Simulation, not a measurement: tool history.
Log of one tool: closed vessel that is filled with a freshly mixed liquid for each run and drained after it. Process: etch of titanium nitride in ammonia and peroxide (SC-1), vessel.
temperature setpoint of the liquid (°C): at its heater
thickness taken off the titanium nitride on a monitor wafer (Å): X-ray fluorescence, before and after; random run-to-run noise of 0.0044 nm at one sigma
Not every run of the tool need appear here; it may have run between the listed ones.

run,hour,temperature setpoint of the liquid (°C),parts of water to one part of 30 % peroxide (parts by volume),parts of 29 % ammonia solution to one part of 30 % peroxide (parts by volume),time in the liquid (s),thickness taken off the titanium nitride on a monitor wafer (Å)
1,0.0,55.0,14.5,0.5,30,22.031
2,8.7,55.0,14.5,0.5,30,21.920
3,9.8,52.5,14.5,0.5,30,18.461
4,16.5,50.5,14.5,0.5,30,16.077
5,18.5,49.5,14.5,0.5,30,15.092
6,26.4,48.5,14.5,0.5,30,13.976
7,29.5,48.0,14.5,0.5,30,13.561
8,35.7,47.5,14.5,0.5,30,13.163
9,43.0,47.0,14.5,0.5,30,12.623

Estimate the outcome of run 10 from the log above:
10,50.9,46.5,14.5,0.5,30,?

Run 10 gave thickness taken off the titanium nitride on a monitor wafer (Å) 12.181.

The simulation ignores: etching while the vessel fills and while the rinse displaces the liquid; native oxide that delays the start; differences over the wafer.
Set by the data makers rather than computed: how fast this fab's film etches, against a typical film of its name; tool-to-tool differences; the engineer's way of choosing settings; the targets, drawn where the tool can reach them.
